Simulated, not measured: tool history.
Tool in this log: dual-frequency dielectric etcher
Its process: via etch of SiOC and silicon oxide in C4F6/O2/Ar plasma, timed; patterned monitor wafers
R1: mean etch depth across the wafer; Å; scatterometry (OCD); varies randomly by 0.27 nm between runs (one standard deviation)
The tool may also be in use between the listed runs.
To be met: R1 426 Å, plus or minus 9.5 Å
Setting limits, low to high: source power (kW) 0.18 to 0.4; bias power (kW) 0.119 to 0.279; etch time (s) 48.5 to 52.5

{"run": 1, "hour": 0.0, "source power (kW)": 0.29, "bias power (kW)": 0.199, "etch time (s)": 52.5, "R1": 516.85}
{"run": 2, "hour": 8.8, "source power (kW)": 0.33, "bias power (kW)": 0.199, "etch time (s)": 52.5, "R1": 553.56}
{"run": 3, "hour": 17.7, "source power (kW)": 0.3, "bias power (kW)": 0.193, "etch time (s)": 52.5, "R1": 517.95}
{"run": 4, "hour": 20.1, "source power (kW)": 0.28, "bias power (kW)": 0.19, "etch time (s)": 52.5, "R1": 503.08}
{"run": 5, "hour": 21.9, "source power (kW)": 0.26, "bias power (kW)": 0.185, "etch time (s)": 52.5, "R1": 487.95}
{"run": 6, "hour": 24.1, "source power (kW)": 0.24, "bias power (kW)": 0.179, "etch time (s)": 52, "R1": 463.18}
{"run": 7, "hour": 24.6, "source power (kW)": 0.23, "bias power (kW)": 0.177, "etch time (s)": 52, "R1": 450.78}
{"run": 8, "hour": 28.3, "source power (kW)": 0.22, "bias power (kW)": 0.176, "etch time (s)": 52, "R1": 446.19}
{"run": 9, "hour": 37.1, "source power (kW)": 0.19, "bias power (kW)": 0.168, "etch time (s)": 52, "R1": 410.36}

Of the 4 settings listed for the next run, only one would bring every result within its allowed miss of target. Which one?
{"run": "A", "hour": 45.9, "source power (kW)": 0.2, "bias power (kW)": 0.154, "etch time (s)": 51, "R1": "?"}
{"run": "B", "hour": 45.9, "source power (kW)": 0.19, "bias power (kW)": 0.159, "etch time (s)": 51, "R1": "?"}
{"run": "C", "hour": 45.9, "source power (kW)": 0.25, "bias power (kW)": 0.137, "etch time (s)": 52.5, "R1": "?"}
{"run": "D", "hour": 45.9, "source power (kW)": 0.18, "bias power (kW)": 0.166, "etch time (s)": 50, "R1": "?"}

move=A R1=396.72
move=B R1=393.07
move=C R1=428.94
move=D R1=382.99
A: misses by more than the last run did
B: misses by more than the last run did
C: every result lands within tolerance
D: misses by more than the last run did
The move that meets every target is C.
